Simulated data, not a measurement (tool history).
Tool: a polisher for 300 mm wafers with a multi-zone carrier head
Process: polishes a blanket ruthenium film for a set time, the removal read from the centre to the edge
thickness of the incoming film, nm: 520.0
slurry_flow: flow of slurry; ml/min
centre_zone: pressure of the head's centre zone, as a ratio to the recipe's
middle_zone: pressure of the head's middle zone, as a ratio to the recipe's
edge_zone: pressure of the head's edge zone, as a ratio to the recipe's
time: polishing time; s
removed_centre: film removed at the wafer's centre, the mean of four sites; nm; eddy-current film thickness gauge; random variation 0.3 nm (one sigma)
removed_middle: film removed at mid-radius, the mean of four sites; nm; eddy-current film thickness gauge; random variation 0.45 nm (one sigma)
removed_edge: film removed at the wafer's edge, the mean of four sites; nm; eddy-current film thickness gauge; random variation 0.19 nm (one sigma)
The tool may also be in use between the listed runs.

| run | hour | slurry_flow | centre_zone | middle_zone | edge_zone | time | removed_centre | removed_middle | removed_edge |
|---|---|---|---|---|---|---|---|---|---|
| 1 | 0 | 290 | 1 | 1 | 1 | 36 | 24.636 | 23.983 | 23.514 |
| 2 | 1.5 | 290 | 1 | 1 | 1 | 29 | 19.828 | 18.753 | 19.226 |
| 3 | 5 | 295 | 1 | 1.01 | 1.04 | 32 | 22.024 | 21.793 | 21.682 |
| 4 | 12.5 | 295 | 1 | 1.01 | 1.09 | 32 | 22.068 | 21.537 | 21.875 |
| 5 | 20.2 | 345 | 1 | 1.01 | 1.09 | 32 | 22.408 | 22.632 | 22.257 |
| 6 | 26.6 | 340 | 1 | 1 | 1.1 | 34 | 23.373 | 23.083 | 23.601 |
| 7 | 34.9 | 340 | 1 | 1 | 1.1 | 34 | 23.617 | 22.537 | 23.609 |

Forecast run 8:
| 8 | 36.9 | 345 | 1 | 1.01 | 1.12 | 36 | ? | ? | ? |

{"run 8": {"removed_centre": 25.099, "removed_middle": 24.562, "removed_edge": 25.168}}
